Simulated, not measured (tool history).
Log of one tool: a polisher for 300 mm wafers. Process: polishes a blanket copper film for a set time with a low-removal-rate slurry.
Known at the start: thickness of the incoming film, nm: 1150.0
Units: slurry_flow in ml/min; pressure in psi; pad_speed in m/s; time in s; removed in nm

| run | day | slurry_flow | pressure | pad_speed | slurry_solids | time | removed |
|---|---|---|---|---|---|---|---|
| 1 | 0.000 | 180 | 2.6 | 1.08 | 1.0 | 112 | 339.76 |
| 2 | 0.188 | 145 | 2.6 | 1.08 | 1.0 | 112 | 330.12 |
| 3 | 0.288 | 145 | 2.6 | 1.08 | 1.0 | 118 | 346.88 |
| 4 | 0.354 | 155 | 2.7 | 1.08 | 1.0 | 118 | 354.98 |
| 5 | 0.721 | 110 | 2.7 | 1.08 | 1.0 | 118 | 348.48 |
| 6 | 0.808 | 110 | 2.7 | 1.08 | 1.0 | 118 | 347.47 |

Run 7 is up next; what results do you expect?
| 7 | 0.858 | 120 | 2.8 | 1.08 | 1.0 | 118 | ? |

{"run 7": {"removed": 366.23}}

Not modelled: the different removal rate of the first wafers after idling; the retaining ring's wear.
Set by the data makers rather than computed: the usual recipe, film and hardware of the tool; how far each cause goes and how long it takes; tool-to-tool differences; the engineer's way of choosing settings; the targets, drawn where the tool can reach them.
